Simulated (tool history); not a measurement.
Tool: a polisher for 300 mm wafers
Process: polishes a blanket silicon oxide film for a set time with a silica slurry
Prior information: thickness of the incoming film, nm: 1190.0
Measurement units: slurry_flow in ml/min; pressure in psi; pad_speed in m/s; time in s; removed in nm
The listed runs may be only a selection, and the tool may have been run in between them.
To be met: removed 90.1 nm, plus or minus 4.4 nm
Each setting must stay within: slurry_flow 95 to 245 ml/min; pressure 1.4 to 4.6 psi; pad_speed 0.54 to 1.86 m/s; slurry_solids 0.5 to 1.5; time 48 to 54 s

| run | day | slurry_flow | pressure | pad_speed | slurry_solids | time | removed |
|---|---|---|---|---|---|---|---|
| 1 | 0 | 155 | 3 | 1.18 | 1 | 54 | 120.19 |
| 2 | 0.242 | 155 | 3 | 1.18 | 1 | 48 | 109.58 |
| 3 | 0.417 | 155 | 2.9 | 1.18 | 1 | 48 | 107.55 |
| 4 | 0.45 | 195 | 2.9 | 1.18 | 1 | 48 | 109.91 |
| 5 | 0.812 | 195 | 2.9 | 1.18 | 1.1 | 48 | 116.08 |
| 6 | 1.021 | 175 | 2.9 | 1.18 | 1.1 | 48 | 115.44 |
| 7 | 1.138 | 175 | 2.8 | 1.18 | 1.1 | 48 | 110.64 |
| 8 | 1.321 | 175 | 2.7 | 1.18 | 1.1 | 48 | 108.67 |
| 9 | 1.442 | 175 | 2.6 | 1.18 | 1.1 | 48 | 106.5 |
| 10 | 1.758 | 175 | 2.5 | 1.18 | 1.1 | 48 | 102.71 |
| 11 | 2.079 | 175 | 2.4 | 1.18 | 1.1 | 48 | 99.471 |
| 12 | 2.267 | 175 | 2.2 | 1.18 | 1.1 | 48 | 98.206 |

Consider the 4 candidate settings below. Which is the only one whose results all fall within their allowed miss of target?
| A | 2.454 | 205 | 1.9 | 1.54 | 0.8 | 54 | ? |
| B | 2.454 | 200 | 2.6 | 1.06 | 1.3 | 48 | ? |
| C | 2.454 | 165 | 2.1 | 1.3 | 1.05 | 52 | ? |
| D | 2.454 | 195 | 1.5 | 1.32 | 0.85 | 54 | ? |

| move | removed |
|---|---|
| A | 108.32 |
| B | 104.32 |
| C | 104.27 |
| D | 86.997 |
A: the biggest miss grows against the last run
B: the biggest miss grows against the last run
C: the biggest miss grows against the last run
D: meets every target
The move that meets every target is D.
